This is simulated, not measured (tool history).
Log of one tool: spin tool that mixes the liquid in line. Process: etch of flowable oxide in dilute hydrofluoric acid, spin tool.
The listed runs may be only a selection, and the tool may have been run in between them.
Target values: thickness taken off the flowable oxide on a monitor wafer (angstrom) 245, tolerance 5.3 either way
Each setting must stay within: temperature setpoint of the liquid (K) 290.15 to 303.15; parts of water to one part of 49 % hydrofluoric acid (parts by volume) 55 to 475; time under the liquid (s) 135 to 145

run,hour,temperature setpoint of the liquid (K),parts of water to one part of 49 % hydrofluoric acid (parts by volume),time under the liquid (s),thickness taken off the flowable oxide on a monitor wafer (angstrom)
1,0,295.15,265,135,159.35
2,7.7,298.65,265,135,181.16
3,12.2,298.65,265,145,193.78
4,18,299.65,260,145,205.46
5,25.5,300.65,255,145,218.07
6,30.3,300.65,255,145,218.31
7,33.1,301.15,250,145,225.68
# hour 37: hydrofluoric acid flow meter replaced
8,37,301.65,250,145,203.85
9,38.4,301.65,205,145,261.72
10,39.9,300.65,205,145,255.36
11,45.9,299.15,205,145,239.78

Which one of the following 4 next-run settings gets every result inside its allowed miss? There is exactly one.
A,51.9,299.15,210,145,?
B,51.9,297.65,185,145,?
C,51.9,298.65,195,135,?
D,51.9,299.15,190,135,?

move,thickness taken off the flowable oxide on a monitor wafer (angstrom)
A,230.85
B,255.06
C,231.15
D,242.96
A: further off than the last run
B: takes the biggest miss from the last run beyond its target
C: further off than the last run
D: all results land within tolerance of their targets
The move that meets every target is D.
